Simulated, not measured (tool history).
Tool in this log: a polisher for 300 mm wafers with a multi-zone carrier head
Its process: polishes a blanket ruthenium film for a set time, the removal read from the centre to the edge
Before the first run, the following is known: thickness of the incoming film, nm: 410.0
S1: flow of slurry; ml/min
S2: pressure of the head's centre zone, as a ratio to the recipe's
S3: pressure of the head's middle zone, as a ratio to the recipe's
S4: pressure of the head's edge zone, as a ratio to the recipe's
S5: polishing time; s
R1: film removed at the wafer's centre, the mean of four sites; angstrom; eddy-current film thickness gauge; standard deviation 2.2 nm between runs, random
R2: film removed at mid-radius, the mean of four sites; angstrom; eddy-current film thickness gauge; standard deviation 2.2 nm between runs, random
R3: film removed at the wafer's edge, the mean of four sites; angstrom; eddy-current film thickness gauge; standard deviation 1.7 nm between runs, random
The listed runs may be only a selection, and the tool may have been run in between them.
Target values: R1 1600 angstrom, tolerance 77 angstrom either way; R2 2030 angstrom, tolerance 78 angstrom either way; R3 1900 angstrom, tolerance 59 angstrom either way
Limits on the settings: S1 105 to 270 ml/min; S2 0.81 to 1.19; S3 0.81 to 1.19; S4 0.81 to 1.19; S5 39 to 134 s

run,day,S1,S2,S3,S4,S5,R1,R2,R3
1,0,175,1,1,1,86,1419.1,1381.3,1456.5
2,0.35,175,1,1.04,1,86,1400.2,1464.9,1433.7
3,0.654,180,0.99,1.06,1.03,89,1455,1532.6,1499.7
4,0.938,185,0.96,1.08,1.05,93,1507.9,1665.2,1600.3
5,1.179,185,0.96,1.02,1.05,93,1507.7,1539.5,1599
6,1.488,185,0.96,1.02,1.05,110,1805.5,1866,1894.2
7,1.767,185,0.94,1.04,1.05,110,1776.7,1851.3,1900.1
8,2.108,185,0.92,1.07,1.06,110,1701.7,1929.7,1919.4
9,2.312,185,0.91,1.08,1.06,110,1661.4,1937.4,1916.6
10,2.625,185,0.91,1.09,1.06,110,1677.3,1942,1873.5

Which one of the following 4 next-run settings gets every result inside its allowed miss? There is exactly one.
A,2.938,175,0.95,1.06,1.08,111,?,?,?
B,2.938,220,0.97,1.04,1.04,105,?,?,?
C,2.938,160,0.98,1.02,1.1,109,?,?,?
D,2.938,200,0.87,1.17,1.1,108,?,?,?

move,R1,R2,R3
A,1732.4,1909.7,1891.1
B,1741.3,1843.8,1804.2
C,1719.1,1785.1,1852.1
D,1589.3,2066,1885.3
A: moves away from the targets compared with the last run
B: moves away from the targets compared with the last run
C: moves away from the targets compared with the last run
D: each result inside its tolerance
Go with D: it meets all targets.
